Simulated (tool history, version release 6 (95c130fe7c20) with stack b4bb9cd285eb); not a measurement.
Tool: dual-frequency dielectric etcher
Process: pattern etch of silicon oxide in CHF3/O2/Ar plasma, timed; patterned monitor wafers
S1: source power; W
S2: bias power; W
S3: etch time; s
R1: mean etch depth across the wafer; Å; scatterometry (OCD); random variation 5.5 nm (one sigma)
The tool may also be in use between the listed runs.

run 1 hour=0.0 | S1=740 S2=129 S3=474.5 | R1=9681.9
run 2 hour=2.1 | S1=650 S2=129 S3=474.5 | R1=9122.4
run 3 hour=3.6 | S1=650 S2=129 S3=494.0 | R1=9425.2
run 4 hour=5.7 | S1=650 S2=110 S3=494.0 | R1=9051.3
run 5 hour=12.2 | S1=680 S2=111 S3=494.0 | R1=9263.9
run 6 hour=16.3 | S1=680 S2=111 S3=474.5 | R1=8833.3
run 7 hour=17.8 | S1=710 S2=112 S3=474.5 | R1=9072.6
run 8 hour=20.2 | S1=740 S2=113 S3=474.5 | R1=9310.6
run 9 hour=26.9 | S1=880 S2=121 S3=475.5 | R1=10365.0
run 10 hour=35.0 | S1=890 S2=121 S3=475.5 | R1=10323.0

Run 11 comes next. What will it give?
run 11 hour=42.7 | S1=900 S2=121 S3=475.5 | R1=?

Run 11 gave R1 10489.0 Å.

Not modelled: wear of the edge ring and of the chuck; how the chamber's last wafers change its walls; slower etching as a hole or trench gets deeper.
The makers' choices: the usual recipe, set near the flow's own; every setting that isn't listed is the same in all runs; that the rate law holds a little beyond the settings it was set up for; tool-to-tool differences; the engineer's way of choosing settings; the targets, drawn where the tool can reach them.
